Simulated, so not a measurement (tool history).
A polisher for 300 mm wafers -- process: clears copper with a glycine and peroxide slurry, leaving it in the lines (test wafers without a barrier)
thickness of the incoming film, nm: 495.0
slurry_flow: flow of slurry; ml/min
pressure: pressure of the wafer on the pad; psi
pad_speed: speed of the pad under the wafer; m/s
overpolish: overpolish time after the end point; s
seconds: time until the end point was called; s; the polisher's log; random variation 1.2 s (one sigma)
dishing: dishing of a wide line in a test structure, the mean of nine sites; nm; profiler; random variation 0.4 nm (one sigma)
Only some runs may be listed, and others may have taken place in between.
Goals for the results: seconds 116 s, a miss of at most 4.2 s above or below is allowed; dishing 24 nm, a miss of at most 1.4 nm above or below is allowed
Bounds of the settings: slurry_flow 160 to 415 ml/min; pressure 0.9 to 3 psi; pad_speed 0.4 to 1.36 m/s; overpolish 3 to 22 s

run 1 hour=0 | slurry_flow=265 pressure=1.9 pad_speed=0.88 overpolish=11 | seconds=152.44 dishing=22.666
run 2 hour=8.1 | slurry_flow=265 pressure=1.9 pad_speed=1.02 overpolish=11 | seconds=136.71 dishing=24.6
run 3 hour=11.5 | slurry_flow=265 pressure=1.9 pad_speed=0.86 overpolish=11 | seconds=153.09 dishing=23.029
run 4 hour=16.7 | slurry_flow=265 pressure=2.3 pad_speed=0.86 overpolish=11 | seconds=139.85 dishing=24.271
run 5 hour=17.8 | slurry_flow=265 pressure=2.3 pad_speed=0.86 overpolish=15 | seconds=141.87 dishing=30.966
run 6 hour=20.8 | slurry_flow=265 pressure=2.7 pad_speed=0.86 overpolish=15 | seconds=128.64 dishing=34.309
run 7 hour=21.7 | slurry_flow=265 pressure=2.8 pad_speed=0.86 overpolish=13 | seconds=126.02 dishing=30.893
run 8 hour=27.7 | slurry_flow=270 pressure=2.9 pad_speed=0.88 overpolish=11 | seconds=123.39 dishing=27.251
run 9 hour=33.8 | slurry_flow=270 pressure=3 pad_speed=0.96 overpolish=8 | seconds=109.77 dishing=22.946
run 10 hour=42.7 | slurry_flow=270 pressure=2.9 pad_speed=0.96 overpolish=8 | seconds=112.4 dishing=22.195

Next run, 5 choices. One meets every target within its allowed miss, the rest don't. Which?
run A hour=51.6 | slurry_flow=260 pressure=2.7 pad_speed=0.88 overpolish=8 | seconds=? dishing=?
run B hour=51.6 | slurry_flow=255 pressure=3 pad_speed=1.04 overpolish=7 | seconds=? dishing=?
run C hour=51.6 | slurry_flow=315 pressure=2.7 pad_speed=1.08 overpolish=9 | seconds=? dishing=?
run D hour=51.6 | slurry_flow=320 pressure=2.6 pad_speed=0.88 overpolish=8 | seconds=? dishing=?
run E hour=51.6 | slurry_flow=350 pressure=2.7 pad_speed=0.94 overpolish=9 | seconds=? dishing=?

move=A seconds=126.15 dishing=20.64
move=B seconds=103.88 dishing=21.717
move=C seconds=105.5 dishing=26.591
move=D seconds=126.77 dishing=20.548
move=E seconds=117.08 dishing=24.402
A: moves away from the targets compared with the last run
B: moves away from the targets compared with the last run
C: moves the result that the last run missed by most past its target, out the other side
D: moves away from the targets compared with the last run
E: every result lands within tolerance
So the answer is move E, the one that meets all the targets.

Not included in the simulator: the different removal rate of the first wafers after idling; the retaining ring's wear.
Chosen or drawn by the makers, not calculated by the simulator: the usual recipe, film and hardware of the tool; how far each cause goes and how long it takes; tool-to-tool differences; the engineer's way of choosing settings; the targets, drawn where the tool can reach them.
